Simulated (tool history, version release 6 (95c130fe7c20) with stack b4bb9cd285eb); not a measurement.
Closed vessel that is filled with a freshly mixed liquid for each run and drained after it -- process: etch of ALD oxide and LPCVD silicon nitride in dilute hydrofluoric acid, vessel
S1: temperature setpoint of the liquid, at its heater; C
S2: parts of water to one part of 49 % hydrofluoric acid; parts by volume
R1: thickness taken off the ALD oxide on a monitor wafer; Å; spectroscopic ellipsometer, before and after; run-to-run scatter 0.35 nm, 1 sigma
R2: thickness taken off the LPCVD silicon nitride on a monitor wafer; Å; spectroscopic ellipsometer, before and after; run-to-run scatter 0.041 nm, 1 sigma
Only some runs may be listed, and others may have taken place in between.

run 1 hour=0 | S1=21 S2=100 time_in_the_liquid_(s)=95 | R1=243.06 R2=3.3307
run 2 hour=6.1 | S1=22 S2=95 time_in_the_liquid_(s)=95 | R1=270.76 R2=4.6996
run 3 hour=14.5 | S1=20.5 S2=95 time_in_the_liquid_(s)=95 | R1=252.42 R2=3.7897
run 4 hour=16.7 | S1=20.5 S2=125 time_in_the_liquid_(s)=95 | R1=188.48 R2=2.7681
run 5 hour=22.1 | S1=21 S2=115 time_in_the_liquid_(s)=95 | R1=208.64 R2=3.6459
run 6 hour=22.9 | S1=21 S2=105 time_in_the_liquid_(s)=95 | R1=233.58 R2=3.2597
run 7 hour=24.9 | S1=21.5 S2=95 time_in_the_liquid_(s)=95 | R1=263.92 R2=4.1113
run 8 hour=29.4 | S1=21.5 S2=90 time_in_the_liquid_(s)=95 | R1=279.78 R2=4.7343
run 9 hour=36.1 | S1=21.5 S2=85 time_in_the_liquid_(s)=95 | R1=300.76 R2=4.7879

Expected results for the next run?
run 10 hour=42.8 | S1=21.5 S2=85 time_in_the_liquid_(s)=95 | R1=? R2=?

R1: 301.42 Å
R2: 4.5641 Å
